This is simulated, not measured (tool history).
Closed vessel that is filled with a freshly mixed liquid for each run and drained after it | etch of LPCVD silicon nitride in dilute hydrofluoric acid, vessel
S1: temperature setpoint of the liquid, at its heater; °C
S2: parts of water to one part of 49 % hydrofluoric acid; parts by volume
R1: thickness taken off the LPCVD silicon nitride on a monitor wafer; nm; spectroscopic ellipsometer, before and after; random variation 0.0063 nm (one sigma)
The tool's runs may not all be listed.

{"run": 1, "hour": 0.0, "S1": 22, "S2": 155, "time in the liquid (s)": 660, "R1": 1.6442}
{"run": 2, "hour": 8.4, "S1": 22, "S2": 155, "time in the liquid (s)": 450, "R1": 1.1}
{"run": 3, "hour": 16.0, "S1": 22, "S2": 155, "time in the liquid (s)": 660, "R1": 1.6379}
{"run": 4, "hour": 19.5, "S1": 24.5, "S2": 155, "time in the liquid (s)": 660, "R1": 1.9221}
{"run": 5, "hour": 22.9, "S1": 24.5, "S2": 115, "time in the liquid (s)": 660, "R1": 2.5786}
{"run": 6, "hour": 27.9, "S1": 28, "S2": 115, "time in the liquid (s)": 660, "R1": 3.2594}
{"run": 7, "hour": 32.7, "S1": 26.5, "S2": 120, "time in the liquid (s)": 660, "R1": 2.8075}

The next listed run, before its measurement:
{"run": 8, "hour": 40.9, "S1": 25, "S2": 125, "time in the liquid (s)": 660, "R1": "?"}

Run 8 gave R1 2.4551 nm.
